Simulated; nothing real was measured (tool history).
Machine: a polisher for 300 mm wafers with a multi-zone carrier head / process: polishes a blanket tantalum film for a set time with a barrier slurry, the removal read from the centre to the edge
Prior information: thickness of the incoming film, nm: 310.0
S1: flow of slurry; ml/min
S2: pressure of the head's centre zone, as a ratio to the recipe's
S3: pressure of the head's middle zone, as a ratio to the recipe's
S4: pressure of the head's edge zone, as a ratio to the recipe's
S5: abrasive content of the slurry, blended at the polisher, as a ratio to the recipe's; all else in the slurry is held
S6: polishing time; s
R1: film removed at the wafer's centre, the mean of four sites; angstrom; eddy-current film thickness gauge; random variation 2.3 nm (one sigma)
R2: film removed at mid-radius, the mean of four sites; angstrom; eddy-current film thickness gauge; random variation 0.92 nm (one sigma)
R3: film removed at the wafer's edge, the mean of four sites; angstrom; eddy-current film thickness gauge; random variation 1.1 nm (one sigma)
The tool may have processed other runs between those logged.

run 1 hour=0 | S1=175 S2=1 S3=1 S4=1 S5=1 S6=60 | R1=1347.6 R2=1296.6 R3=1262.4
run 2 hour=8.8 | S1=175 S2=1 S3=1 S4=1 S5=1.1 S6=60 | R1=1410.7 R2=1322.8 R3=1295.2
run 3 hour=15.4 | S1=190 S2=1.02 S3=0.99 S4=1.05 S5=1.15 S6=60 | R1=1478.5 R2=1346 R3=1340.1
run 4 hour=18.5 | S1=195 S2=1.03 S3=0.97 S4=1.08 S5=1.25 S6=61 | R1=1530 R2=1365.5 R3=1414.5
run 5 hour=19 | S1=195 S2=1.03 S3=0.97 S4=1.08 S5=1.1 S6=61 | R1=1465.4 R2=1338.3 R3=1364.7
-- hour=25.6 centre zone pressure recalibrated
run 6 hour=25.6 | S1=200 S2=1.05 S3=0.96 S4=1.1 S5=1.2 S6=61 | R1=1412.9 R2=1364.1 R3=1408.9

Run 7 is up next; what results do you expect?
run 7 hour=27.2 | S1=205 S2=0.99 S3=0.95 S4=1.09 S5=1.3 S6=62 | R1=? R2=? R3=?

{"run 7": {"R1": 1412.1, "R2": 1396.8, "R3": 1443.1}}
